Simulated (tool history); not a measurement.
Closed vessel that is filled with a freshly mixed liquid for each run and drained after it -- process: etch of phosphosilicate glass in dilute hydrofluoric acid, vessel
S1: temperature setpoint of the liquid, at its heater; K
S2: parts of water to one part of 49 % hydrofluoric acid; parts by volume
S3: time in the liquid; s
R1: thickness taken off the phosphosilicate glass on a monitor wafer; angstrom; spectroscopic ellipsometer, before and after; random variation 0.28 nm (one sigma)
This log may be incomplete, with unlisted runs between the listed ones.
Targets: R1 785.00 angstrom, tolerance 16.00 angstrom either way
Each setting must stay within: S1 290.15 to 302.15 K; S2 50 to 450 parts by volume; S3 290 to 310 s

run	hour	S1	S2	S3	R1
1	0.0	294.15	250	290	560.58
2	7.7	294.15	185	290	808.11
3	9.7	292.65	185	290	760.63
4	15.2	292.65	230	290	585.15
5	20.0	292.65	270	290	482.09
# hour 22.1: hydrofluoric acid flow meter replaced
6	22.1	292.65	230	290	548.87
7	28.5	293.15	230	290	558.47
8	37.0	297.15	225	290	665.10

Below are 5 possible settings for the next run. Only one of them brings all results inside the allowed miss of their targets. Which is it?
A	45.5	297.65	265	305	?
B	45.5	297.65	190	290	?
C	45.5	297.15	195	310	?
D	45.5	301.15	205	290	?
E	45.5	295.65	200	310	?

move	R1
A	585.29
B	840.18
C	854.36
D	868.71
E	783.47
A: the biggest miss grows against the last run
B: pushes the last run's worst result past its target
C: pushes the last run's worst result past its target
D: pushes the last run's worst result past its target
E: all results land within tolerance of their targets
The right move is E.

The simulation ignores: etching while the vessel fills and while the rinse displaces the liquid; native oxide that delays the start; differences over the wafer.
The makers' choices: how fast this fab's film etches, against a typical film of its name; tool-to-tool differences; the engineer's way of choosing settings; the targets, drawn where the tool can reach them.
